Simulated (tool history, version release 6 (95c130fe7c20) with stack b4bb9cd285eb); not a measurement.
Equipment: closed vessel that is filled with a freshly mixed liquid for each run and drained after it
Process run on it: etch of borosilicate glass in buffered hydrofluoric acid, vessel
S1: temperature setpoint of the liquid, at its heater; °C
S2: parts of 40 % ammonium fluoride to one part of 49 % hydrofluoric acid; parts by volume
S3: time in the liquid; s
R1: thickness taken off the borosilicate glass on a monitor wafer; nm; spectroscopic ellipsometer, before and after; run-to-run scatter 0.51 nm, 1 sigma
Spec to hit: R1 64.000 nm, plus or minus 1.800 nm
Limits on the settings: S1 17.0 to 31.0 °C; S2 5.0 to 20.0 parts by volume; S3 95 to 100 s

run,hour,S1,S2,S3,R1
1,0.0,23.0,12.0,95,117.190
2,2.0,23.0,12.0,95,117.340
3,6.8,23.0,9.5,95,144.630
4,8.0,21.5,11.0,95,118.070
# hour 12.7: thermometer replaced
5,12.7,20.5,12.0,95,92.909
6,16.0,20.5,15.0,95,74.824
7,16.6,20.0,15.0,95,72.690
8,20.2,19.5,15.0,95,70.981
9,25.9,19.0,15.0,95,68.123
10,28.6,18.5,15.0,95,66.577

4 next moves are on the table. One of them brings every result within its allowed miss. Which?
A,31.3,19.5,16.5,95,?
B,31.3,17.5,14.0,95,?
C,31.3,18.5,14.5,95,?
D,31.3,21.0,17.5,100,?

move,R1
A,64.853
B,68.330
C,69.763
D,69.922
A: every result within its allowed miss
B: moves away from the targets compared with the last run
C: moves away from the targets compared with the last run
D: moves away from the targets compared with the last run
So the answer is move A, the one that meets all the targets.
